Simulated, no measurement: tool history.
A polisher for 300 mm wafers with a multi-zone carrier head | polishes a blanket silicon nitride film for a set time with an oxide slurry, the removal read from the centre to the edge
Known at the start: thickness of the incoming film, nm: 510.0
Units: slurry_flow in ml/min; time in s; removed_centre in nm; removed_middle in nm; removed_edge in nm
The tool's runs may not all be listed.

Run 1, hour 0: slurry_flow 185 ml/min, centre_zone 1, middle_zone 1, edge_zone 1, slurry_solids 1, time 72 s. Result: removed_centre 46.952 nm, removed_middle 47.413 nm, removed_edge 46.055 nm.
Run 2, hour 3.2: slurry_flow 185 ml/min, centre_zone 1, middle_zone 1, edge_zone 1, slurry_solids 1.15, time 72 s. Result: removed_centre 49.63 nm, removed_middle 51.613 nm, removed_edge 49.719 nm.
Run 3, hour 8.6: slurry_flow 185 ml/min, centre_zone 1, middle_zone 1, edge_zone 0.94, slurry_solids 1.15, time 72 s. Result: removed_centre 49.637 nm, removed_middle 51.363 nm, removed_edge 48.189 nm.
Run 4, hour 11.2: slurry_flow 195 ml/min, centre_zone 1.02, middle_zone 0.99, edge_zone 0.94, slurry_solids 1.15, time 72 s. Result: removed_centre 50.675 nm, removed_middle 50.926 nm, removed_edge 46.994 nm.
Run 5, hour 19.9: slurry_flow 195 ml/min, centre_zone 1.02, middle_zone 0.99, edge_zone 0.94, slurry_solids 1.3, time 72 s. Result: removed_centre 54.197 nm, removed_middle 53.434 nm, removed_edge 50.694 nm.
Run 6, hour 28.9: slurry_flow 195 ml/min, centre_zone 1.06, middle_zone 0.99, edge_zone 0.94, slurry_solids 1.3, time 72 s. Result: removed_centre 55.257 nm, removed_middle 52.279 nm, removed_edge 50.852 nm.
Run 7, hour 33.3: slurry_flow 195 ml/min, centre_zone 1.07, middle_zone 0.98, edge_zone 0.93, slurry_solids 1.3, time 72 s. Result: removed_centre 56.431 nm, removed_middle 53.039 nm, removed_edge 50.124 nm.

The next listed run, before its measurement:
Run 8, hour 36.3: slurry_flow 190 ml/min, centre_zone 1.07, middle_zone 0.97, edge_zone 0.93, slurry_solids 1.3, time 72 s. Result: removed_centre ?, removed_middle ?, removed_edge ?.

{"run 8": {"removed_centre": 55.998, "removed_middle": 52.647, "removed_edge": 51.354}}

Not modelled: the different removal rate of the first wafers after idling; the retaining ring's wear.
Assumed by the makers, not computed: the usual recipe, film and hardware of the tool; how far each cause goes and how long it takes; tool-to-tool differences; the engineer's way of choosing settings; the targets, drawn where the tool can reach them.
